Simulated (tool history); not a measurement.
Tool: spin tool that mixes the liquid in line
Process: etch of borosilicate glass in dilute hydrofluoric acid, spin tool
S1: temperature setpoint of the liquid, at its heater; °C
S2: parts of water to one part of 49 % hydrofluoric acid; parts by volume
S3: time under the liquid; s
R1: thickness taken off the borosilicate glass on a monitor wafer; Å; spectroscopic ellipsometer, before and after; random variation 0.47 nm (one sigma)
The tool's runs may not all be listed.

| run | day | S1 | S2 | S3 | R1 |
|---|---|---|---|---|---|
| 1 | 0 | 20 | 85 | 310 | 1155 |
| 2 | 0.071 | 20 | 85 | 330 | 1223.5 |
| 3 | 0.296 | 18 | 85 | 330 | 1121 |
| 4 | 0.612 | 17.5 | 100 | 330 | 945.91 |
|  | 0.779 | hydrofluoric acid flow meter replaced |
| 5 | 0.779 | 20.5 | 100 | 330 | 973.27 |
| 6 | 0.933 | 19.5 | 110 | 330 | 843.65 |
| 7 | 1.008 | 19 | 115 | 330 | 783.66 |
| 8 | 1.075 | 18.5 | 120 | 330 | 746.47 |
| 9 | 1.192 | 18 | 125 | 330 | 679.95 |
| 10 | 1.35 | 17.5 | 125 | 330 | 675.56 |

Forecast run 11:
| 11 | 1.475 | 17.5 | 130 | 330 | ? |

{"run 11": {"R1": 651.03}}
